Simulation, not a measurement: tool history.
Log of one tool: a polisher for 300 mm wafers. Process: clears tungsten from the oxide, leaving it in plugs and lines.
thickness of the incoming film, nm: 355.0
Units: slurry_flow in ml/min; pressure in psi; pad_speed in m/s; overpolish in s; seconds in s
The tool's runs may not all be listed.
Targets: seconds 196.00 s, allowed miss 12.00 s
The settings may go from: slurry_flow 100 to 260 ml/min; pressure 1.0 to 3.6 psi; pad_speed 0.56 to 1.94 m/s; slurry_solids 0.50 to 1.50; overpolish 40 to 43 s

run    day  slurry_flow  pressure  pad_speed  slurry_solids  overpolish  seconds
  1  0.000          165       2.3       1.24           1.00          40   148.49
  2  0.167          130       2.3       1.24           1.00          40   149.35
  3  0.192          130       2.9       1.24           1.00          40   119.91
  4  0.446          130       2.8       1.22           1.00          40   126.94
  5  0.554          130       3.3       1.22           1.00          40   111.42
  6  0.788          130       3.1       1.20           1.00          40   117.75
  7  1.138          130       2.9       1.18           1.00          40   129.10
  8  1.204          130       2.3       1.10           1.00          40   166.32

4 next moves are on the table. One of them brings every result within its allowed miss. Which?
  A  1.271          150       2.3       1.26           0.90          40        ?
  B  1.271          145       2.3       0.92           0.95          43        ?
  C  1.271          130       2.6       1.22           1.05          40        ?
  D  1.271          135       2.2       1.50           0.90          43        ?

move  seconds
   A   148.39
   B   199.85
   C   134.80
   D   133.16
A: further off than the last run
B: meets every target
C: further off than the last run
D: further off than the last run
Move B is the one to make.
